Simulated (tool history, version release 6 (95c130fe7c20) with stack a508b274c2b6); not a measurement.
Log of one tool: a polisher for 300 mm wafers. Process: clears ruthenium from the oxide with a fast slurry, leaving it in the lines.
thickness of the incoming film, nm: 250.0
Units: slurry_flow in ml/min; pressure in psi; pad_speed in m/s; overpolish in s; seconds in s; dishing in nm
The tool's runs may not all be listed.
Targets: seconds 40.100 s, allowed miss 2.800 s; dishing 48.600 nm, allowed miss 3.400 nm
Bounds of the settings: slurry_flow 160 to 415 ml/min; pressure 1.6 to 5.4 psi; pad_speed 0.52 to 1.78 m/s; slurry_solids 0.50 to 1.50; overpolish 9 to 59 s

run,hour,slurry_flow,pressure,pad_speed,slurry_solids,overpolish,seconds,dishing
1,0.0,265,3.5,1.14,1.00,30,48.037,112.350
2,9.0,265,3.5,1.14,1.00,23,45.077,89.307
3,10.8,265,3.5,1.14,1.00,21,47.139,84.847
4,16.7,265,3.5,1.14,0.90,21,48.378,84.779
5,18.4,265,3.5,1.14,1.00,21,46.333,87.032
6,27.4,265,3.4,1.14,1.05,19,46.647,79.942
7,30.3,265,3.3,1.14,1.10,18,45.629,77.015
8,38.6,265,3.1,1.18,1.15,17,47.600,75.491
9,45.7,305,4.1,0.86,0.90,9,53.067,36.581
10,54.7,300,4.2,0.88,0.90,9,52.106,38.114
11,59.4,295,4.3,0.90,0.90,9,50.803,39.548
12,60.3,295,4.3,0.90,0.90,9,48.786,39.673
13,66.3,290,4.4,0.90,0.90,9,50.555,41.444

Which of these 5 next moves meets every target?
A,72.3,215,4.3,0.54,0.95,15,?,?
B,72.3,380,4.8,0.98,1.05,9,?,?
C,72.3,305,4.1,0.64,0.75,17,?,?
D,72.3,240,4.4,0.52,1.10,16,?,?
E,72.3,285,5.0,0.76,0.80,13,?,?

move,seconds,dishing
A,74.499,44.381
B,42.117,46.817
C,72.358,50.939
D,70.603,49.335
E,55.162,51.078
A: further off than the last run
B: meets every target
C: further off than the last run
D: further off than the last run
E: further off than the last run
Move B is the one to make.
